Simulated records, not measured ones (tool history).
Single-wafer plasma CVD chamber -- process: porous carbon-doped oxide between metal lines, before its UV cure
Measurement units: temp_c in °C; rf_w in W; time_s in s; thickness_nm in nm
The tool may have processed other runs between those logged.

Run 1, day 0.000: temp_c 275 °C, rf_w 375 W, time_s 56.8 s. Result: thickness_nm 310.59 nm.
Run 2, day 0.354: temp_c 277 °C, rf_w 375 W, time_s 56.8 s. Result: thickness_nm 307.22 nm.
Run 3, day 0.654: temp_c 279 °C, rf_w 375 W, time_s 56.8 s. Result: thickness_nm 304.60 nm.
Run 4, day 0.688: temp_c 279 °C, rf_w 375 W, time_s 56.8 s. Result: thickness_nm 304.30 nm.
Run 5, day 0.975: temp_c 279 °C, rf_w 375 W, time_s 58.6 s. Result: thickness_nm 313.58 nm.
Run 6, day 1.350: temp_c 282 °C, rf_w 375 W, time_s 58.6 s. Result: thickness_nm 307.04 nm.
Run 7, day 1.662: temp_c 284 °C, rf_w 375 W, time_s 58.6 s. Result: thickness_nm 303.55 nm.

The next listed run, before its measurement:
Run 8, day 2.012: temp_c 286 °C, rf_w 375 W, time_s 58.6 s. Result: thickness_nm ?.

{"run 8": {"thickness_nm": 299.83}}
